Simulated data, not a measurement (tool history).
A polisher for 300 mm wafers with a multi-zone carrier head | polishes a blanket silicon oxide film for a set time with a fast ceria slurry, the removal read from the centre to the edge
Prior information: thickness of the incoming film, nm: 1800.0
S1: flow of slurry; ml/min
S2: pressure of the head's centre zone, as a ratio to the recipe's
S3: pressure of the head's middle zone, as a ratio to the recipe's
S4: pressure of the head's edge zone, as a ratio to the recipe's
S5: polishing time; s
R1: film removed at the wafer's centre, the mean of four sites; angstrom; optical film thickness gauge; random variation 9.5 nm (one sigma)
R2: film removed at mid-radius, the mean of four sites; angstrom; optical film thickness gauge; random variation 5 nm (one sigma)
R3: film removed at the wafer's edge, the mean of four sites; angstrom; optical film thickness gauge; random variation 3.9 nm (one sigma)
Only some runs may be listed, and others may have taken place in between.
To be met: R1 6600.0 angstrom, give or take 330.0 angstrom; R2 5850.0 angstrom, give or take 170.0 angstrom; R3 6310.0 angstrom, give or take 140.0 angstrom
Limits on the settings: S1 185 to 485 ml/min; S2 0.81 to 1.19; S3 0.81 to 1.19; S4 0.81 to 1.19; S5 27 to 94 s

| run | hour | S1 | S2 | S3 | S4 | S5 | R1 | R2 | R3 |
|---|---|---|---|---|---|---|---|---|---|
| 1 | 0.0 | 310 | 1.00 | 1.00 | 1.00 | 60 | 7477.1 | 7601.0 | 7042.6 |
| 2 | 3.9 | 305 | 1.00 | 0.98 | 0.99 | 59 | 7336.9 | 7324.1 | 6924.9 |
| 3 | 9.4 | 245 | 1.00 | 0.98 | 0.99 | 59 | 7152.5 | 7035.9 | 6800.2 |
| 4 | 12.3 | 245 | 1.00 | 1.05 | 0.99 | 59 | 7401.6 | 7586.9 | 6839.5 |
| 5 | 13.7 | 245 | 1.00 | 1.05 | 0.99 | 53 | 6614.4 | 6849.8 | 6151.8 |
| 6 | 17.1 | 245 | 1.00 | 0.97 | 0.99 | 53 | 6387.0 | 6345.5 | 6211.6 |
| 7 | 23.7 | 240 | 1.01 | 0.96 | 0.99 | 53 | 6555.1 | 6254.6 | 6119.6 |
|  | 25.9 | edge zone pressure recalibrated |
| 8 | 25.9 | 235 | 1.01 | 0.95 | 1.00 | 53 | 6352.3 | 6102.6 | 6418.3 |
| 9 | 26.6 | 230 | 1.02 | 0.95 | 1.00 | 53 | 6442.5 | 6204.4 | 6399.3 |
| 10 | 32.0 | 225 | 1.02 | 0.94 | 0.99 | 53 | 6468.2 | 6093.9 | 6397.3 |
| 11 | 37.3 | 225 | 1.02 | 0.94 | 0.98 | 53 | 6498.5 | 6042.5 | 6308.1 |

Exercise: of the 4 proposed moves below, exactly one satisfies all targets within the stated allowed misses. Which move is it?
| A | 42.6 | 255 | 1.03 | 0.96 | 0.98 | 53 | ? | ? | ? |
| B | 42.6 | 220 | 1.01 | 0.90 | 0.99 | 56 | ? | ? | ? |
| C | 42.6 | 275 | 1.03 | 1.05 | 1.06 | 49 | ? | ? | ? |
| D | 42.6 | 185 | 1.10 | 0.94 | 1.04 | 53 | ? | ? | ? |

| move | R1 | R2 | R3 |
|---|---|---|---|
| A | 6605.0 | 6305.1 | 6369.4 |
| B | 6679.7 | 6180.0 | 6658.1 |
| C | 6174.9 | 6347.0 | 6136.6 |
| D | 6659.7 | 5878.2 | 6294.1 |
A: moves away from the targets compared with the last run
B: moves away from the targets compared with the last run
C: moves away from the targets compared with the last run
D: all results in spec
So the answer is move D, the one that meets all the targets.

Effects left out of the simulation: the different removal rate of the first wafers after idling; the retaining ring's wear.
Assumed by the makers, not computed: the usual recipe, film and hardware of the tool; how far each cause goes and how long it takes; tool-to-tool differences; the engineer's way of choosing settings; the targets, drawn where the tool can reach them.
